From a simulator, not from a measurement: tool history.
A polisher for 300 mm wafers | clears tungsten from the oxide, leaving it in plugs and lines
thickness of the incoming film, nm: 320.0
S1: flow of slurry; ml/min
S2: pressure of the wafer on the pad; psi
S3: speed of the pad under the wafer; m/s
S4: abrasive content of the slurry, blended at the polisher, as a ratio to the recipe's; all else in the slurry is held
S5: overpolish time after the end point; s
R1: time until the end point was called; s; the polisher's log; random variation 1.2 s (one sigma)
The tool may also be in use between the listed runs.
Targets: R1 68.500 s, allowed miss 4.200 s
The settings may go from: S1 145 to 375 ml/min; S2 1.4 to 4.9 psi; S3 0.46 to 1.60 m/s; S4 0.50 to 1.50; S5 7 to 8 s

run 1 hour=0.0 | S1=240 S2=3.1 S3=1.02 S4=1.00 S5=8 | R1=99.503
run 2 hour=2.8 | S1=240 S2=3.1 S3=1.02 S4=0.90 S5=8 | R1=101.580
run 3 hour=8.5 | S1=240 S2=3.5 S3=1.04 S4=0.90 S5=8 | R1=90.231
run 4 hour=17.1 | S1=240 S2=3.8 S3=1.06 S4=0.90 S5=8 | R1=82.286
run 5 hour=25.6 | S1=240 S2=4.0 S3=1.08 S4=0.90 S5=8 | R1=78.035
run 6 hour=30.1 | S1=240 S2=4.0 S3=0.90 S4=0.90 S5=8 | R1=84.519
run 7 hour=34.3 | S1=240 S2=4.2 S3=0.92 S4=0.90 S5=8 | R1=79.646
run 8 hour=41.3 | S1=240 S2=4.4 S3=0.94 S4=0.90 S5=8 | R1=77.323
run 9 hour=49.3 | S1=240 S2=4.5 S3=0.96 S4=0.90 S5=8 | R1=74.016

5 next moves are on the table. One of them brings every result within its allowed miss. Which?
run A hour=57.3 | S1=250 S2=4.9 S3=1.04 S4=0.65 S5=7 | R1=?
run B hour=57.3 | S1=250 S2=4.4 S3=0.92 S4=0.85 S5=8 | R1=?
run C hour=57.3 | S1=160 S2=4.9 S3=0.74 S4=1.10 S5=8 | R1=?
run D hour=57.3 | S1=200 S2=4.3 S3=0.88 S4=0.80 S5=7 | R1=?
run E hour=57.3 | S1=325 S2=4.7 S3=0.80 S4=0.75 S5=8 | R1=?

move=A R1=70.921
move=B R1=80.352
move=C R1=82.970
move=D R1=88.139
move=E R1=82.211
A: meets every target
B: further off than the last run
C: further off than the last run
D: further off than the last run
E: further off than the last run
Answer: A

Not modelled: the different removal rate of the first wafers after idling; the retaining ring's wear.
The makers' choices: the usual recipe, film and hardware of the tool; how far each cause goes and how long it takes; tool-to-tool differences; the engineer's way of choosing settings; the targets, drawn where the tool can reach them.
